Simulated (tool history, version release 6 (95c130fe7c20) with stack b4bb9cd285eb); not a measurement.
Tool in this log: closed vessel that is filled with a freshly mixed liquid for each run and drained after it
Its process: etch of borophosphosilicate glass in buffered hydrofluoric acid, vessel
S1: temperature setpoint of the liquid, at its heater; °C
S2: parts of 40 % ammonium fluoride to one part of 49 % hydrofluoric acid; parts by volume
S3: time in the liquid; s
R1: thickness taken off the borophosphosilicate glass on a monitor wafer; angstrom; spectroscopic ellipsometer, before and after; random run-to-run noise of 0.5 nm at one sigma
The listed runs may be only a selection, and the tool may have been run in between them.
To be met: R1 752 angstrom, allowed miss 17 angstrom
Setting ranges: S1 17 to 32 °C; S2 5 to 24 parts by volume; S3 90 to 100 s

run	hour	S1	S2	S3	R1
1	0	24	14.5	90	923.47
2	5.5	22	14.5	90	828.39
3	13.1	22	14.5	90	834.73
4	20.6	21.5	14.5	90	811.93
5	22.5	25	14.5	90	983.22
6	25.4	22.5	14.5	90	855.65
7	27.6	22	14.5	90	827.65
8	36.7	21.5	14.5	90	815.02
# hour 43.3: hydrofluoric acid flow meter replaced
9	43.3	21	14.5	90	853.93
10	51.3	20.5	14.5	90	842.31
11	52.4	20	14.5	90	824.56
12	56.8	19.5	14.5	90	786.86

Which single option among these 5 for the next run brings every result within its allowed miss of target? Just one does.
A	61.2	19	14	90	?
B	61.2	25	21	90	?
C	61.2	17.5	13	95	?
D	61.2	24.5	19	90	?
E	61.2	22.5	18	95	?

move	R1
A	803.12
B	758.12
C	838.64
D	802.92
E	802.04
A: its largest miss is bigger than the last run's
B: every result within its allowed miss
C: its largest miss is bigger than the last run's
D: its largest miss is bigger than the last run's
E: its largest miss is bigger than the last run's
The right move is B.
